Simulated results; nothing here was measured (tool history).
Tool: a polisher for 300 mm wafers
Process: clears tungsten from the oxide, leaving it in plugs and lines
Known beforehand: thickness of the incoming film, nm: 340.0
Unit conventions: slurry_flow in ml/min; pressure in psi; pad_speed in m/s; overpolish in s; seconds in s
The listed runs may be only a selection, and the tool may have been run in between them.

{"run": 1, "day": 0.0, "slurry_flow": 300, "pressure": 4.5, "pad_speed": 1.4, "slurry_solids": 1.0, "overpolish": 18, "seconds": 55.786}
{"run": 2, "day": 0.275, "slurry_flow": 300, "pressure": 3.9, "pad_speed": 1.34, "slurry_solids": 1.0, "overpolish": 18, "seconds": 65.675}
{"run": 3, "day": 0.462, "slurry_flow": 300, "pressure": 3.9, "pad_speed": 1.2, "slurry_solids": 1.0, "overpolish": 18, "seconds": 73.342}
{"run": 4, "day": 0.771, "slurry_flow": 360, "pressure": 3.9, "pad_speed": 1.2, "slurry_solids": 1.0, "overpolish": 18, "seconds": 70.909}
{"run": 5, "day": 1.092, "slurry_flow": 360, "pressure": 5.0, "pad_speed": 1.2, "slurry_solids": 1.0, "overpolish": 18, "seconds": 57.462}
{"run": 6, "day": 1.167, "slurry_flow": 360, "pressure": 4.3, "pad_speed": 1.16, "slurry_solids": 1.0, "overpolish": 18, "seconds": 67.216}
{"run": 7, "day": 1.379, "slurry_flow": 360, "pressure": 3.8, "pad_speed": 1.12, "slurry_solids": 1.0, "overpolish": 18, "seconds": 77.382}

For run 8, what comes out?
{"run": 8, "day": 1.621, "slurry_flow": 360, "pressure": 3.4, "pad_speed": 1.1, "slurry_solids": 1.0, "overpolish": 18, "seconds": "?"}

{"run 8": {"seconds": 85.651}}
